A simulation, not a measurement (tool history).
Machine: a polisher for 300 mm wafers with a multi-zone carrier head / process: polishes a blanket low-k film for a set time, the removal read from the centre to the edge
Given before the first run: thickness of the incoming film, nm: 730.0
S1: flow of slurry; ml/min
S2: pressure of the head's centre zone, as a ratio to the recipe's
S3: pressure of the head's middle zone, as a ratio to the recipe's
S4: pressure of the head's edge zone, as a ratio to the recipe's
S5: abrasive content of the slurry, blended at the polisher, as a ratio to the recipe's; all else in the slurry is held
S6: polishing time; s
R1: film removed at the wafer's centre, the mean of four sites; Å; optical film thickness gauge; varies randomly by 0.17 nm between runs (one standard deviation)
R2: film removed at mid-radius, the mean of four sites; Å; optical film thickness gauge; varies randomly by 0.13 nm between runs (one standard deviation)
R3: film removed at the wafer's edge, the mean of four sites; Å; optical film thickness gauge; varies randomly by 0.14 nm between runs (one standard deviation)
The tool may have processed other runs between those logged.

run	hour	S1	S2	S3	S4	S5	S6	R1	R2	R3
1	0	240	1	1	1	1	68	136.31	132.54	136.85
2	7.9	240	1.05	1	1	1	68	140.08	133.33	136.42
3	12.3	240	1.05	1	1	1	85	174.36	167.27	169.21
4	13.8	240	1.05	1	1.04	1	85	174.74	165.21	174.27
5	16.1	280	1.05	1	1.04	1	85	178.37	167.75	177.38
6	22.7	280	1.05	1.05	1.04	1	85	181.77	177.07	175.22

Expected results for the next run?
7	26.3	270	1.02	1.05	1.03	1	85	?	?	?

{"run 7": {"R1": 170.31, "R2": 177.78, "R3": 177.19}}

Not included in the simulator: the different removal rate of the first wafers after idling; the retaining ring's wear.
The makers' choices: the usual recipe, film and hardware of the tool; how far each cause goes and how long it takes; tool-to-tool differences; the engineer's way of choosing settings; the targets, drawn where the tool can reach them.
